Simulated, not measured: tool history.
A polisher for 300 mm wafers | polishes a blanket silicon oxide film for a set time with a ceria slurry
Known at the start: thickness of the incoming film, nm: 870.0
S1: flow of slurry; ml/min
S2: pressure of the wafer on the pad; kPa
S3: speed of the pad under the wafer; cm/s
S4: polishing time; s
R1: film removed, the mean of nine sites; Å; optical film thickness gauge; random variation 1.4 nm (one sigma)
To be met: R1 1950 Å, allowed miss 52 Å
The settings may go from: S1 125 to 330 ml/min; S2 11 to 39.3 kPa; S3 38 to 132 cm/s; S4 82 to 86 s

| run | hour | S1 | S2 | S3 | S4 | R1 |
|---|---|---|---|---|---|---|
| 1 | 0 | 210 | 24.8 | 84 | 82 | 3184.2 |
| 2 | 3.6 | 210 | 23.4 | 84 | 82 | 3045 |
| 3 | 4.2 | 210 | 20 | 84 | 82 | 2642.5 |
| 4 | 12.4 | 260 | 20 | 84 | 82 | 2727.1 |
| 5 | 17.6 | 260 | 23.4 | 84 | 82 | 3074.4 |
| 6 | 18.4 | 260 | 22.1 | 84 | 82 | 2937.2 |
| 7 | 20.7 | 260 | 20.7 | 84 | 82 | 2822 |
| 8 | 27.4 | 255 | 20 | 84 | 82 | 2750.3 |
| 9 | 36.2 | 255 | 19.3 | 84 | 82 | 2645 |
| 10 | 38.9 | 255 | 18.6 | 84 | 82 | 2593.2 |
| 11 | 47 | 255 | 17.9 | 84 | 82 | 2530.9 |
| 12 | 55.9 | 220 | 11 | 84 | 82 | 1724.2 |
| 13 | 64 | 225 | 11 | 84 | 82 | 1706.2 |
| 14 | 70 | 225 | 11 | 84 | 82 | 1748.2 |
| 15 | 70.8 | 225 | 11 | 84 | 82 | 1702.7 |
| 16 | 73.2 | 230 | 11 | 84 | 82 | 1735.8 |
| 17 | 76.6 | 235 | 11 | 84 | 82 | 1757.6 |
| 18 | 79.1 | 240 | 11 | 84 | 82 | 1733.2 |
| 19 | 84.4 | 245 | 11 | 84 | 82 | 1756.2 |

4 next moves are on the table. One of them brings every result within its allowed miss. Which?
| A | 89.7 | 165 | 17.2 | 74 | 86 | ? |
| B | 89.7 | 265 | 11.7 | 88 | 83 | ? |
| C | 89.7 | 245 | 13.1 | 74 | 86 | ? |
| D | 89.7 | 260 | 11 | 94 | 86 | ? |

| move | R1 |
|---|---|
| A | 2148.4 |
| B | 1973.9 |
| C | 1855 |
| D | 2086.7 |
A: takes the result that was furthest off past its target
B: meets every target
C: nearer than the last run, and not there yet
D: takes the result that was furthest off past its target
Move B is the one to make.
